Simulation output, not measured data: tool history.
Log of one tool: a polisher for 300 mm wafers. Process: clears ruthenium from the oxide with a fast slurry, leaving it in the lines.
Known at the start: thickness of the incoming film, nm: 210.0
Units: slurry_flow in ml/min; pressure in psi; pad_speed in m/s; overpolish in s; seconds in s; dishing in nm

{"run": 1, "hour": 0.0, "slurry_flow": 245, "pressure": 3.1, "pad_speed": 0.9, "slurry_solids": 1.0, "overpolish": 21, "seconds": 50.398, "dishing": 69.854}
{"run": 2, "hour": 2.0, "slurry_flow": 245, "pressure": 3.1, "pad_speed": 0.7, "slurry_solids": 1.0, "overpolish": 21, "seconds": 67.244, "dishing": 58.22}
{"run": 3, "hour": 6.1, "slurry_flow": 245, "pressure": 3.3, "pad_speed": 0.7, "slurry_solids": 1.0, "overpolish": 18, "seconds": 62.022, "dishing": 50.375}
{"run": 4, "hour": 6.8, "slurry_flow": 245, "pressure": 3.3, "pad_speed": 0.5, "slurry_solids": 1.0, "overpolish": 18, "seconds": 87.08, "dishing": 38.389}
{"hour": 8.4, "done": "head pressure recalibrated"}
{"run": 5, "hour": 8.4, "slurry_flow": 280, "pressure": 3.3, "pad_speed": 0.5, "slurry_solids": 1.0, "overpolish": 18, "seconds": 78.288, "dishing": 41.854}
{"run": 6, "hour": 16.7, "slurry_flow": 280, "pressure": 3.3, "pad_speed": 0.5, "slurry_solids": 1.0, "overpolish": 24, "seconds": 79.54, "dishing": 54.514}
{"run": 7, "hour": 22.3, "slurry_flow": 300, "pressure": 3.6, "pad_speed": 0.5, "slurry_solids": 1.0, "overpolish": 21, "seconds": 74.714, "dishing": 49.679}

The next listed run, before its measurement:
{"run": 8, "hour": 30.5, "slurry_flow": 310, "pressure": 4.0, "pad_speed": 0.52, "slurry_solids": 1.0, "overpolish": 19, "seconds": "?", "dishing": "?"}

seconds: 67.042 s
dishing: 50.509 nm
